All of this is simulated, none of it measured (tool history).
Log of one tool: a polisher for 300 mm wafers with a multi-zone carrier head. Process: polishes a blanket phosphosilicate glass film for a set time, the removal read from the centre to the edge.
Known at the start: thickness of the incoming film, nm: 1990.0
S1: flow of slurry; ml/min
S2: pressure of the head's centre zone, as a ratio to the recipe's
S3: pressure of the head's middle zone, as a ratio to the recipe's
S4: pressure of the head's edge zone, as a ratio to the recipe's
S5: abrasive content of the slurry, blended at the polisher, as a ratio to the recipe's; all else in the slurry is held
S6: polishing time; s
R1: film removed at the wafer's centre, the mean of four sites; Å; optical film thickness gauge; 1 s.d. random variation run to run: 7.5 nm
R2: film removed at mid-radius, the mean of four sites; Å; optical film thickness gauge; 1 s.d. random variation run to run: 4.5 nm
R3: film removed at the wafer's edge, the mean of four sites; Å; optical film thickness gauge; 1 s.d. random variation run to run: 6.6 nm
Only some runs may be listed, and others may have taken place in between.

Run 1, hour 0: S1 275 ml/min, S2 1, S3 1, S4 1, S5 1, S6 55 s. Result: R1 3990.4 Å, R2 4004.6 Å, R3 4075.2 Å.
Run 2, hour 8.1: S1 275 ml/min, S2 1, S3 1, S4 1, S5 1, S6 67 s. Result: R1 4813 Å, R2 4897.7 Å, R3 4915.1 Å.
Run 3, hour 14.6: S1 275 ml/min, S2 1, S3 1, S4 1, S5 1.15, S6 67 s. Result: R1 5269.6 Å, R2 5151.5 Å, R3 5104.5 Å.
Run 4, hour 18.6: S1 275 ml/min, S2 1, S3 1, S4 1, S5 1.15, S6 77 s. Result: R1 5954.6 Å, R2 5969.7 Å, R3 6016.5 Å.
Run 5, hour 24.5: S1 275 ml/min, S2 1, S3 1, S4 1.04, S5 1.15, S6 77 s. Result: R1 5950.2 Å, R2 5979.8 Å, R3 6226.7 Å.
Run 6, hour 31.3: S1 275 ml/min, S2 1, S3 1, S4 1.02, S5 1.15, S6 77 s. Result: R1 5887.3 Å, R2 6022.5 Å, R3 6255.3 Å.
Run 7, hour 32.4: S1 275 ml/min, S2 1.01, S3 1, S4 1, S5 1.15, S6 77 s. Result: R1 5966.6 Å, R2 6083.6 Å, R3 6032.5 Å.

Run 8, settings as shown, results not yet in. Your forecast:
At hour 38.2: slurry nozzle cleaned.
Run 8, hour 38.2: S1 275 ml/min, S2 1.02, S3 0.99, S4 0.99, S5 1.15, S6 77 s. Result: R1 ?, R2 ?, R3 ?.

{"run 8": {"R1": 6356.4, "R2": 6069.7, "R3": 6143.9}}
